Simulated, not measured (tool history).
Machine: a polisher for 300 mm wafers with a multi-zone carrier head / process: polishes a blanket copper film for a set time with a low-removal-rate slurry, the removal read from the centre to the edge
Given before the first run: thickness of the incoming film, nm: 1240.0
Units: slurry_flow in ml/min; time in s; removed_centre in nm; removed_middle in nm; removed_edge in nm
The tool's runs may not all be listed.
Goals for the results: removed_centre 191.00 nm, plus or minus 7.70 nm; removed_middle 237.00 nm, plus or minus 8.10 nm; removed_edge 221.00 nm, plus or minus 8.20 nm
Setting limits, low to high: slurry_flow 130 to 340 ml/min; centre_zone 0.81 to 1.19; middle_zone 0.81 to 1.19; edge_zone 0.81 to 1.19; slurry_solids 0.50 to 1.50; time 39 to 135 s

{"run": 1, "hour": 0.0, "slurry_flow": 220, "centre_zone": 1.0, "middle_zone": 1.0, "edge_zone": 1.0, "slurry_solids": 1.0, "time": 87, "removed_centre": 232.87, "removed_middle": 235.31, "removed_edge": 244.25}
{"run": 2, "hour": 1.4, "slurry_flow": 210, "centre_zone": 0.96, "middle_zone": 1.02, "edge_zone": 0.97, "slurry_solids": 0.95, "time": 87, "removed_centre": 217.17, "removed_middle": 231.54, "removed_edge": 231.6}
{"run": 3, "hour": 5.8, "slurry_flow": 210, "centre_zone": 0.96, "middle_zone": 0.96, "edge_zone": 0.97, "slurry_solids": 0.95, "time": 87, "removed_centre": 215.87, "removed_middle": 225.51, "removed_edge": 232.31}
{"run": 4, "hour": 11.3, "slurry_flow": 205, "centre_zone": 0.93, "middle_zone": 0.99, "edge_zone": 0.95, "slurry_solids": 0.95, "time": 87, "removed_centre": 209.87, "removed_middle": 231.82, "removed_edge": 230.81}
{"run": 5, "hour": 13.1, "slurry_flow": 200, "centre_zone": 0.91, "middle_zone": 1.0, "edge_zone": 0.94, "slurry_solids": 0.95, "time": 87, "removed_centre": 202.05, "removed_middle": 226.67, "removed_edge": 230.29}
{"run": 6, "hour": 16.8, "slurry_flow": 200, "centre_zone": 0.91, "middle_zone": 1.0, "edge_zone": 0.94, "slurry_solids": 0.95, "time": 94, "removed_centre": 222.11, "removed_middle": 246.16, "removed_edge": 249.97}
{"run": 7, "hour": 17.5, "slurry_flow": 195, "centre_zone": 0.89, "middle_zone": 1.01, "edge_zone": 0.91, "slurry_solids": 0.9, "time": 94, "removed_centre": 214.98, "removed_middle": 245.15, "removed_edge": 236.16}
{"run": 8, "hour": 19.9, "slurry_flow": 185, "centre_zone": 0.87, "middle_zone": 1.01, "edge_zone": 0.9, "slurry_solids": 0.9, "time": 94, "removed_centre": 207.2, "removed_middle": 245.85, "removed_edge": 236.39}

Of the 4 settings listed for the next run, only one would bring every result within its allowed miss of target. Which one?
{"run": "A", "hour": 22.3, "slurry_flow": 200, "centre_zone": 0.81, "middle_zone": 0.99, "edge_zone": 0.98, "slurry_solids": 0.85, "time": 94, "removed_centre": "?", "removed_middle": "?", "removed_edge": "?"}
{"run": "B", "hour": 22.3, "slurry_flow": 195, "centre_zone": 0.84, "middle_zone": 1.04, "edge_zone": 0.88, "slurry_solids": 0.8, "time": 92, "removed_centre": "?", "removed_middle": "?", "removed_edge": "?"}
{"run": "C", "hour": 22.3, "slurry_flow": 170, "centre_zone": 0.81, "middle_zone": 1.05, "edge_zone": 0.81, "slurry_solids": 0.55, "time": 122, "removed_centre": "?", "removed_middle": "?", "removed_edge": "?"}
{"run": "D", "hour": 22.3, "slurry_flow": 130, "centre_zone": 0.85, "middle_zone": 1.07, "edge_zone": 0.82, "slurry_solids": 0.6, "time": 117, "removed_centre": "?", "removed_middle": "?", "removed_edge": "?"}

move=A removed_centre=189.84 removed_middle=239.77 removed_edge=239.66
move=B removed_centre=188.57 removed_middle=238.31 removed_edge=220.50
move=C removed_centre=207.81 removed_middle=274.96 removed_edge=246.17
move=D removed_centre=208.90 removed_middle=268.04 removed_edge=239.55
A: meets the target for the result that was furthest off, but another lies outside its allowed miss
B: all results land within tolerance of their targets
C: misses by more than the last run did
D: misses by more than the last run did
So the answer is move B, the one that meets all the targets.
